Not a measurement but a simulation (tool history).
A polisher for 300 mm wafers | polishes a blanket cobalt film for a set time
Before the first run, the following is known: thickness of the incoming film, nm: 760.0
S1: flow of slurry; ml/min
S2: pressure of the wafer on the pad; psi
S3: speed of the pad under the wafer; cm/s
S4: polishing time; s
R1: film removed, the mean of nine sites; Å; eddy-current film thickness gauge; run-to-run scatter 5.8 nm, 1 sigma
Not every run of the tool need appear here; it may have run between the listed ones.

run,hour,S1,S2,S3,S4,R1
1,0,310,2.2,104,62,3645.5
2,8.9,310,2.2,82,62,2893.9
3,10.1,310,2.5,86,62,3359.1
4,12.1,385,2.5,86,62,3450.1
5,13.9,355,2.5,86,62,3438.4
6,17,355,2.5,72,62,2920.4
7,20.7,355,2.7,78,62,3414.4
8,28.8,355,2.9,82,62,3866.9
9,30.7,355,3,86,62,4124.4
10,35.6,355,3.1,90,62,4455.2

Run 11 is up next; what results do you expect?
11,43.7,355,3.2,94,62,?

Logged for run 11: R1 4822.3 Å.
